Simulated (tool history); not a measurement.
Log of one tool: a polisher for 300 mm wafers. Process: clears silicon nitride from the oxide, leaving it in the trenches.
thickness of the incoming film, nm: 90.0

run,hour,flow of slurry (ml/min),pressure of the wafer on the pad (kPa),speed of the pad under the wafer (cm/s),overpolish time after the end point (s),time until the end point was called (s)
1,0,305,20,112,5,77.729
2,4.9,305,20,112,5,80.485
3,5.5,330,20,112,5,80.456
4,8.4,330,20,102,5,87.329
5,12.6,330,22.8,108,5,74.925
6,15.8,330,24.8,116,5,63.281
7,20,335,30.3,130,5,48.241

The next listed run, before its measurement:
8,22.7,335,30.3,132,5,?

Run 8 gave time until the end point was called (s) 48.273.
